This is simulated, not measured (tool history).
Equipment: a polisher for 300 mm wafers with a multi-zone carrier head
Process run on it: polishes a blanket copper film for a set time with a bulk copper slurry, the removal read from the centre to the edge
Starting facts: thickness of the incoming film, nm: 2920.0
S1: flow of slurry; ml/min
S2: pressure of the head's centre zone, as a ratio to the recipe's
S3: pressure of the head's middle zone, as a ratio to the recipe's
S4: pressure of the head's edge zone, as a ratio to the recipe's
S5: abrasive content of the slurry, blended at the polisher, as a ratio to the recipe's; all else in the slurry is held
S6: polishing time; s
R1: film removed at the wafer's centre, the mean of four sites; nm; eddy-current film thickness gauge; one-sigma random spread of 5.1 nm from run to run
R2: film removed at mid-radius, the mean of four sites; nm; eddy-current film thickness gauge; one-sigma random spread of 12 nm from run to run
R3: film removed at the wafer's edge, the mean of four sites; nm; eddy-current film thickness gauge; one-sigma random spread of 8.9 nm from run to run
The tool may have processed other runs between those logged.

{"run": 1, "hour": 0.0, "S1": 180, "S2": 1.0, "S3": 1.0, "S4": 1.0, "S5": 1.0, "S6": 88, "R1": 918.94, "R2": 942.52, "R3": 913.92}
{"run": 2, "hour": 3.3, "S1": 180, "S2": 1.01, "S3": 1.01, "S4": 0.97, "S5": 0.9, "S6": 87, "R1": 910.69, "R2": 948.76, "R3": 881.07}
{"run": 3, "hour": 6.1, "S1": 180, "S2": 1.01, "S3": 1.01, "S4": 0.92, "S5": 0.9, "S6": 87, "R1": 912.55, "R2": 940.79, "R3": 860.35}
{"run": 4, "hour": 14.6, "S1": 180, "S2": 0.98, "S3": 1.01, "S4": 0.92, "S5": 0.9, "S6": 87, "R1": 882.45, "R2": 943.04, "R3": 856.03}
{"run": 5, "hour": 15.1, "S1": 225, "S2": 0.98, "S3": 1.01, "S4": 0.92, "S5": 0.9, "S6": 87, "R1": 907.98, "R2": 964.43, "R3": 870.34}
{"run": 6, "hour": 17.6, "S1": 225, "S2": 0.98, "S3": 0.97, "S4": 0.92, "S5": 0.9, "S6": 87, "R1": 896.67, "R2": 943.0, "R3": 888.61}
{"run": 7, "hour": 20.7, "S1": 220, "S2": 0.99, "S3": 0.98, "S4": 0.9, "S5": 0.85, "S6": 85, "R1": 882.2, "R2": 904.56, "R3": 823.08}
{"run": 8, "hour": 23.2, "S1": 215, "S2": 0.99, "S3": 0.98, "S4": 0.88, "S5": 0.8, "S6": 85, "R1": 880.52, "R2": 884.67, "R3": 806.7}
{"run": 9, "hour": 30.2, "S1": 210, "S2": 0.98, "S3": 0.99, "S4": 0.87, "S5": 0.75, "S6": 85, "R1": 837.82, "R2": 874.39, "R3": 791.12}
{"run": 10, "hour": 36.3, "S1": 210, "S2": 0.99, "S3": 1.0, "S4": 0.86, "S5": 0.7, "S6": 85, "R1": 844.88, "R2": 864.91, "R3": 766.58}

What will run 11 give?
{"run": 11, "hour": 39.1, "S1": 205, "S2": 0.99, "S3": 1.01, "S4": 0.85, "S5": 0.65, "S6": 85, "R1": "?", "R2": "?", "R3": "?"}

{"run 11": {"R1": 829.67, "R2": 866.02, "R3": 763.33}}
